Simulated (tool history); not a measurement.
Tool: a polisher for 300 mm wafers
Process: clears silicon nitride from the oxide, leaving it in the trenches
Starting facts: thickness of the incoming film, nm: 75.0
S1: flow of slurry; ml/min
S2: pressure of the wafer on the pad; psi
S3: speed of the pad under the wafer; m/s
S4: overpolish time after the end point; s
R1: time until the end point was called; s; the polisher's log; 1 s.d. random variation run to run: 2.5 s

run	hour	S1	S2	S3	S4	R1
1	0.0	265	2.3	0.92	18	130.26
2	7.1	265	2.1	0.92	18	142.02
3	8.4	265	2.1	0.92	18	141.45
4	12.6	265	2.1	0.92	18	140.20
5	21.4	265	2.0	0.92	18	148.07
6	28.3	265	2.4	0.92	18	125.63
7	34.2	265	1.8	0.88	18	171.34

What does the tool deliver on the next run?
8	36.4	265	1.7	0.88	18	?

Run 8 yielded R1 175.32 s.
